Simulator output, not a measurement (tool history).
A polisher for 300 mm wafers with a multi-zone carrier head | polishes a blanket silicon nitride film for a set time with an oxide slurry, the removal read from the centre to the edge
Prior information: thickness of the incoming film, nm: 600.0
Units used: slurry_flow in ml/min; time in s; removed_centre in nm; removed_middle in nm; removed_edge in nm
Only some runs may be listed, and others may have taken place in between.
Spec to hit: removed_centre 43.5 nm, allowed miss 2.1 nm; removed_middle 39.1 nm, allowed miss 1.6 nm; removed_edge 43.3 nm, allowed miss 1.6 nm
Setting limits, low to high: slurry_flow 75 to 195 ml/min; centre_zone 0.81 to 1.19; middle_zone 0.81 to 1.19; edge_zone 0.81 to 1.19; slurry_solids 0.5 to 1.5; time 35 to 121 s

Run 1, hour 0: slurry_flow 125 ml/min, centre_zone 1, middle_zone 1, edge_zone 1, slurry_solids 1, time 78 s. Result: removed_centre 45.959 nm, removed_middle 48.565 nm, removed_edge 48.082 nm.
Run 2, hour 6: slurry_flow 125 ml/min, centre_zone 1, middle_zone 1.03, edge_zone 1, slurry_solids 1, time 78 s. Result: removed_centre 46.756 nm, removed_middle 49.625 nm, removed_edge 47.635 nm.
Run 3, hour 10.2: slurry_flow 115 ml/min, centre_zone 1.02, middle_zone 0.99, edge_zone 0.99, slurry_solids 0.95, time 78 s. Result: removed_centre 44.343 nm, removed_middle 46.272 nm, removed_edge 46.349 nm.
Run 4, hour 13.8: slurry_flow 115 ml/min, centre_zone 1.02, middle_zone 0.91, edge_zone 0.99, slurry_solids 0.95, time 78 s. Result: removed_centre 43.905 nm, removed_middle 43.634 nm, removed_edge 46.314 nm.
Run 5, hour 20.8: slurry_flow 115 ml/min, centre_zone 1.02, middle_zone 0.95, edge_zone 0.99, slurry_solids 0.95, time 78 s. Result: removed_centre 43.663 nm, removed_middle 44.903 nm, removed_edge 44.599 nm.
Run 6, hour 27.1: slurry_flow 110 ml/min, centre_zone 1.04, middle_zone 0.91, edge_zone 1, slurry_solids 0.95, time 78 s. Result: removed_centre 43.769 nm, removed_middle 42.107 nm, removed_edge 45.356 nm.
Run 7, hour 35: slurry_flow 110 ml/min, centre_zone 1.04, middle_zone 0.91, edge_zone 1, slurry_solids 0.95, time 78 s. Result: removed_centre 44.568 nm, removed_middle 42.223 nm, removed_edge 44.471 nm.
Run 8, hour 40.7: slurry_flow 105 ml/min, centre_zone 1.04, middle_zone 0.9, edge_zone 1.01, slurry_solids 0.95, time 78 s. Result: removed_centre 44.83 nm, removed_middle 41.034 nm, removed_edge 44.987 nm.
Run 9, hour 48.1: slurry_flow 100 ml/min, centre_zone 1.04, middle_zone 0.9, edge_zone 1.01, slurry_solids 0.95, time 78 s. Result: removed_centre 43.505 nm, removed_middle 42.275 nm, removed_edge 44.603 nm.

Below are 4 possible settings for the next run. Only one of them brings all results inside the allowed miss of their targets. Which is it?
Run A, hour 55.5: slurry_flow 75 ml/min, centre_zone 1.08, middle_zone 1.02, edge_zone 0.95, slurry_solids 0.95, time 85 s. Result: removed_centre ?, removed_middle ?, removed_edge ?.
Run B, hour 55.5: slurry_flow 75 ml/min, centre_zone 1.13, middle_zone 1.08, edge_zone 0.88, slurry_solids 0.8, time 91 s. Result: removed_centre ?, removed_middle ?, removed_edge ?.
Run C, hour 55.5: slurry_flow 130 ml/min, centre_zone 1.13, middle_zone 0.83, edge_zone 0.99, slurry_solids 0.9, time 75 s. Result: removed_centre ?, removed_middle ?, removed_edge ?.
Run D, hour 55.5: slurry_flow 105 ml/min, centre_zone 1.02, middle_zone 0.81, edge_zone 0.91, slurry_solids 0.8, time 88 s. Result: removed_centre ?, removed_middle ?, removed_edge ?.

move  removed_centre  removed_middle  removed_edge
   A          43.947          44.191        44.251
   B          43.731          43.893        40.801
   C          47.996          39.506        43.496
   D          44.532          39.855        43.548
A: lands further from the targets than the last run did
B: lands further from the targets than the last run did
C: brings the result that was furthest off to its target, and leaves another outside
D: in spec on every target
The move that meets every target is D.

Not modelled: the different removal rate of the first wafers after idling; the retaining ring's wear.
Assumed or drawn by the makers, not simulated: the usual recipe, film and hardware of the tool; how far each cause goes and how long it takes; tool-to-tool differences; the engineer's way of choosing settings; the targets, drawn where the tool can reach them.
